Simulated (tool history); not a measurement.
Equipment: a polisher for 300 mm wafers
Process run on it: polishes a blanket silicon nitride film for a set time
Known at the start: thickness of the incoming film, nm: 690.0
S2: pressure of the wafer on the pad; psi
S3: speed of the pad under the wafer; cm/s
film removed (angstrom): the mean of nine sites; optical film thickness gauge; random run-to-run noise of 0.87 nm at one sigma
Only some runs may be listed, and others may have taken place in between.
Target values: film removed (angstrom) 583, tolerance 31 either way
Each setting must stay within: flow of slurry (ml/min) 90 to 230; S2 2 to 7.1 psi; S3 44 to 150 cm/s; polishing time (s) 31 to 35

run 1 day=0 | flow_of_slurry_(ml/min)=150 S2=4.5 S3=96 polishing_time_(s)=35 | film_removed_(angstrom)=657.64
run 2 day=0.296 | flow_of_slurry_(ml/min)=150 S2=4.5 S3=108 polishing_time_(s)=35 | film_removed_(angstrom)=724.77
run 3 day=0.358 | flow_of_slurry_(ml/min)=150 S2=4.3 S3=108 polishing_time_(s)=35 | film_removed_(angstrom)=697.36
run 4 day=0.483 | flow_of_slurry_(ml/min)=150 S2=4.1 S3=108 polishing_time_(s)=35 | film_removed_(angstrom)=670.69
run 5 day=0.525 | flow_of_slurry_(ml/min)=150 S2=4.1 S3=128 polishing_time_(s)=35 | film_removed_(angstrom)=742.9
run 6 day=0.592 | flow_of_slurry_(ml/min)=150 S2=4.8 S3=128 polishing_time_(s)=35 | film_removed_(angstrom)=881.03
run 7 day=0.829 | flow_of_slurry_(ml/min)=150 S2=3.5 S3=124 polishing_time_(s)=35 | film_removed_(angstrom)=633.59
-- day=0.875 head pressure recalibrated
run 8 day=0.875 | flow_of_slurry_(ml/min)=150 S2=3.4 S3=124 polishing_time_(s)=35 | film_removed_(angstrom)=696.62
run 9 day=1.067 | flow_of_slurry_(ml/min)=150 S2=3.1 S3=122 polishing_time_(s)=35 | film_removed_(angstrom)=619.98

Consider the 5 candidate settings below. Which is the only one whose results all fall within their allowed miss of target?
run A day=1.258 | flow_of_slurry_(ml/min)=140 S2=2.7 S3=132 polishing_time_(s)=35 | film_removed_(angstrom)=?
run B day=1.258 | flow_of_slurry_(ml/min)=140 S2=3.3 S3=128 polishing_time_(s)=35 | film_removed_(angstrom)=?
run C day=1.258 | flow_of_slurry_(ml/min)=145 S2=3.7 S3=114 polishing_time_(s)=35 | film_removed_(angstrom)=?
run D day=1.258 | flow_of_slurry_(ml/min)=155 S2=3.2 S3=130 polishing_time_(s)=33 | film_removed_(angstrom)=?
run E day=1.258 | flow_of_slurry_(ml/min)=150 S2=3.2 S3=124 polishing_time_(s)=35 | film_removed_(angstrom)=?

move=A film_removed_(angstrom)=574.46
move=B film_removed_(angstrom)=675.84
move=C film_removed_(angstrom)=692.64
move=D film_removed_(angstrom)=636.36
move=E film_removed_(angstrom)=647.87
A: each result inside its tolerance
B: its largest miss is bigger than the last run's
C: its largest miss is bigger than the last run's
D: its largest miss is bigger than the last run's
E: its largest miss is bigger than the last run's
The right move is A.
